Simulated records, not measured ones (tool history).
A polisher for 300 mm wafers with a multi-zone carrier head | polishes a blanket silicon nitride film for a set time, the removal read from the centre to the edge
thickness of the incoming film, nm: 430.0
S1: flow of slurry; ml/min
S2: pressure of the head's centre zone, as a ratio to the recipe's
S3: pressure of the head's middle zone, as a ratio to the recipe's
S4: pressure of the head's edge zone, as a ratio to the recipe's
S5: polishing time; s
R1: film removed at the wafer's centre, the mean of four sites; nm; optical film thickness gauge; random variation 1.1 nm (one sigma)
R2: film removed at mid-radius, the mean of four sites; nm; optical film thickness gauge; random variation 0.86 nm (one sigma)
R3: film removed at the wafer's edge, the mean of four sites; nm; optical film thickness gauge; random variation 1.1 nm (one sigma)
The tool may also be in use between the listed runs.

run,hour,S1,S2,S3,S4,S5,R1,R2,R3
1,0,145,1,1,1,31,80.679,83.175,79.708
2,4.9,155,0.99,1.03,1.02,32,86.238,88.311,85.835
3,13.6,155,0.99,0.98,1.02,32,85.832,85.812,86.443
4,20.1,155,0.96,0.98,1.02,32,82.601,85.504,86.015
5,25.9,160,0.94,1.01,1.02,33,82.91,90.747,86.735
6,27.9,160,0.94,1.01,1.02,27,68.609,74.746,73.725

Forecast run 7:
7,36.8,165,0.93,1.04,1.03,28,?,?,?

R1: 72.505 nm
R2: 79.499 nm
R3: 76.585 nm
